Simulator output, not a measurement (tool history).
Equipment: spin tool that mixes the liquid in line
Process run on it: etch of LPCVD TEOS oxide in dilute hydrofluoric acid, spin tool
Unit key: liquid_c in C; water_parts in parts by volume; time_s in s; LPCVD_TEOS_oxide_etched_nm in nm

run 1 hour=0.0 | liquid_c=25.0 water_parts=130 time_s=50 | LPCVD_TEOS_oxide_etched_nm=7.6559
run 2 hour=2.1 | liquid_c=22.0 water_parts=130 time_s=50 | LPCVD_TEOS_oxide_etched_nm=6.8579
run 3 hour=5.2 | liquid_c=23.5 water_parts=130 time_s=50 | LPCVD_TEOS_oxide_etched_nm=7.2936
run 4 hour=9.5 | liquid_c=23.5 water_parts=145 time_s=50 | LPCVD_TEOS_oxide_etched_nm=6.3619
run 5 hour=12.7 | liquid_c=23.5 water_parts=145 time_s=55 | LPCVD_TEOS_oxide_etched_nm=6.8795
run 6 hour=18.7 | liquid_c=22.0 water_parts=150 time_s=55 | LPCVD_TEOS_oxide_etched_nm=6.3728

Run 7 comes next. What will it give?
run 7 hour=27.2 | liquid_c=21.0 water_parts=155 time_s=55 | LPCVD_TEOS_oxide_etched_nm=?

Logged for run 7: LPCVD_TEOS_oxide_etched_nm 5.8414 nm.
